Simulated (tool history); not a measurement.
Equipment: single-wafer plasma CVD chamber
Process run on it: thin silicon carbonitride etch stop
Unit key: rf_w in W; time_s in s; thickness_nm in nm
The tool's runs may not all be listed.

run 1 hour=0.0 | rf_w=160 time_s=26.2 | thickness_nm=13.819
run 2 hour=4.1 | rf_w=140 time_s=26.2 | thickness_nm=13.074
run 3 hour=7.5 | rf_w=160 time_s=26.2 | thickness_nm=13.819
run 4 hour=16.3 | rf_w=155 time_s=25.8 | thickness_nm=13.458
run 5 hour=22.8 | rf_w=155 time_s=27.5 | thickness_nm=14.591
run 6 hour=24.5 | rf_w=150 time_s=26.9 | thickness_nm=14.009

Predict the results of run 7:
run 7 hour=31.4 | rf_w=145 time_s=26.4 | thickness_nm=?

{"run 7": {"thickness_nm": 13.477}}
